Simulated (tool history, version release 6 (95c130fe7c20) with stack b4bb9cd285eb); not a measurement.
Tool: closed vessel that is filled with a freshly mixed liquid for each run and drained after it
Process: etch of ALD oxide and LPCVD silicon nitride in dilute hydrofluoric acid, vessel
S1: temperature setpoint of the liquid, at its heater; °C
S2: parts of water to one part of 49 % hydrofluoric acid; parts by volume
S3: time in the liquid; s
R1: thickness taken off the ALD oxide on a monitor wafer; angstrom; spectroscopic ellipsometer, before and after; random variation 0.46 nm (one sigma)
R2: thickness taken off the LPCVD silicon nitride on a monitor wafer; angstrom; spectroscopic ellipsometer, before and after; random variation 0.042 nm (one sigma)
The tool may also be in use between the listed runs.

run  hour  S1   S2   S3      R1      R2
  1   0.0  22   70  140  452.51  8.7230
  2   3.0  19   70  140  395.47  6.6441
  3   5.7  19   90  140  304.48  5.4385
  4   7.1  19   75  140  371.53  6.2193
  5  14.5  19  100  140  269.25  4.7195
  6  22.3  21   90  140  327.96  6.2456

Run 7 comes next. What will it give?
  7  26.4  22  80  140   ?   ?

R1: 394.55 angstrom
R2: 7.2448 angstrom

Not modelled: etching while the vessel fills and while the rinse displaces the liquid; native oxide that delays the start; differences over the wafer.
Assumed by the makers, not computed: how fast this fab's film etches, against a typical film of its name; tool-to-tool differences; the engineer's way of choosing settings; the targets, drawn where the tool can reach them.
